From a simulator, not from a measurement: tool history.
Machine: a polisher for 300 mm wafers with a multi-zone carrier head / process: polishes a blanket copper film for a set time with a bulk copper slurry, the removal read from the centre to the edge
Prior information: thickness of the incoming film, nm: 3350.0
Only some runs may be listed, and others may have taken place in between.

run	hour	flow of slurry (ml/min)	pressure of the head's centre zone	pressure of the head's middle zone	pressure of the head's edge zone	abrasive content of the slurry	polishing time (s)	film removed at the wafer's centre (angstrom)	film removed at mid-radius (angstrom)	film removed at the wafer's edge (angstrom)
1	0.0	185	1.00	1.00	1.00	1.00	62	4631.1	4855.2	4804.1
2	3.1	205	1.05	1.03	1.04	1.05	62	5053.2	5210.2	5087.0
3	6.5	220	1.08	1.04	1.06	1.05	62	5099.0	5217.9	5136.4
4	13.1	225	1.11	1.05	1.06	1.15	62	5490.4	5359.1	5209.4
5	15.4	235	1.13	1.07	1.08	1.20	62	5622.8	5411.7	5365.3
6	23.5	235	1.05	1.07	1.08	1.20	62	5354.7	5402.6	5396.2

What will run 7 give?
7	24.3	245	1.08	1.09	1.09	1.25	62	?	?	?

film removed at the wafer's centre (angstrom): 5509.9
film removed at mid-radius (angstrom): 5753.2
film removed at the wafer's edge (angstrom): 5416.8

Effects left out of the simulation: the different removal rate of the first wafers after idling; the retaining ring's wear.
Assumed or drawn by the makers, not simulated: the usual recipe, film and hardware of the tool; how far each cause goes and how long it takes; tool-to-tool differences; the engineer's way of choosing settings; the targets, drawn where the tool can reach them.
